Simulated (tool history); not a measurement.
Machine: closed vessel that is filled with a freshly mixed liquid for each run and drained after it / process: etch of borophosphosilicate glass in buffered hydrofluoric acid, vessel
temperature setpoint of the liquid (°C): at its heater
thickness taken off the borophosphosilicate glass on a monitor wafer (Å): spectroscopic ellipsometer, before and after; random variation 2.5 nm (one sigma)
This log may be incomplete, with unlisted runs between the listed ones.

| run | day | temperature setpoint of the liquid (°C) | parts of 40 % ammonium fluoride to one part of 49 % hydrofluoric acid (parts by volume) | time in the liquid (s) | thickness taken off the borophosphosilicate glass on a monitor wafer (Å) |
|---|---|---|---|---|---|
| 1 | 0.000 | 23.0 | 17.5 | 105 | 1564.8 |
| 2 | 0.100 | 24.0 | 17.0 | 105 | 1713.8 |
| 3 | 0.408 | 20.5 | 17.0 | 105 | 1419.3 |
| 4 | 0.679 | 22.0 | 16.5 | 105 | 1549.5 |
| 5 | 0.850 | 23.0 | 16.0 | 105 | 1716.1 |
| 6 | 1.221 | 20.5 | 16.0 | 105 | 1476.6 |
| 7 | 1.517 | 22.0 | 15.5 | 105 | 1685.9 |
| 8 | 1.692 | 23.0 | 15.0 | 105 | 1835.4 |

Run 9 has not been measured yet. What should we expect?
| 9 | 2.021 | 24.0 | 14.5 | 105 | ? |

Logged for run 9: thickness taken off the borophosphosilicate glass on a monitor wafer (Å) 1998.0.

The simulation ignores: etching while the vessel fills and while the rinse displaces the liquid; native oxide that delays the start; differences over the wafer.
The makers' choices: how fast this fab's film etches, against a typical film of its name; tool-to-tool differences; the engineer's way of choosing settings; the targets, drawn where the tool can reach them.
